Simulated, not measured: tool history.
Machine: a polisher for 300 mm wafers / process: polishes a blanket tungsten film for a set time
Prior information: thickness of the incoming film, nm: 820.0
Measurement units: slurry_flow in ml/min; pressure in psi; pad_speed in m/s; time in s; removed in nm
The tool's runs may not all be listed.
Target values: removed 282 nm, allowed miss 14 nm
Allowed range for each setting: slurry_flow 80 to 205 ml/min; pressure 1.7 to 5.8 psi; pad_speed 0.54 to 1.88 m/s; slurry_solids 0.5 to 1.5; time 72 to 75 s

| run | day | slurry_flow | pressure | pad_speed | slurry_solids | time | removed |
|---|---|---|---|---|---|---|---|
| 1 | 0 | 135 | 3.7 | 1.2 | 1 | 72 | 373.7 |
| 2 | 0.075 | 150 | 3.7 | 1.2 | 1 | 72 | 390.23 |
| 3 | 0.108 | 150 | 3.7 | 1.2 | 1 | 75 | 413.53 |
| 4 | 0.258 | 145 | 3.4 | 1.2 | 1 | 75 | 372.27 |
| 5 | 0.512 | 140 | 3.2 | 1.2 | 1 | 75 | 353.57 |
| 6 | 0.833 | 135 | 3 | 1.2 | 1 | 75 | 331.24 |
| 7 | 0.938 | 130 | 2.9 | 1.2 | 1 | 75 | 315.94 |
| 8 | 1.192 | 125 | 2.8 | 1.2 | 1 | 75 | 305.51 |

Of the 4 settings listed for the next run, only one would bring every result within its allowed miss of target. Which one?
| A | 1.446 | 130 | 2.6 | 1.38 | 1 | 75 | ? |
| B | 1.446 | 165 | 3.6 | 0.94 | 1.2 | 72 | ? |
| C | 1.446 | 105 | 2.9 | 1.36 | 0.75 | 74 | ? |
| D | 1.446 | 95 | 3.3 | 1 | 1.05 | 75 | ? |

| move | removed |
|---|---|
| A | 323.35 |
| B | 322.64 |
| C | 305.2 |
| D | 278.2 |
A: further off than the last run
B: further off than the last run
C: as far off as the last run
D: all results land within tolerance of their targets
The right move is D.

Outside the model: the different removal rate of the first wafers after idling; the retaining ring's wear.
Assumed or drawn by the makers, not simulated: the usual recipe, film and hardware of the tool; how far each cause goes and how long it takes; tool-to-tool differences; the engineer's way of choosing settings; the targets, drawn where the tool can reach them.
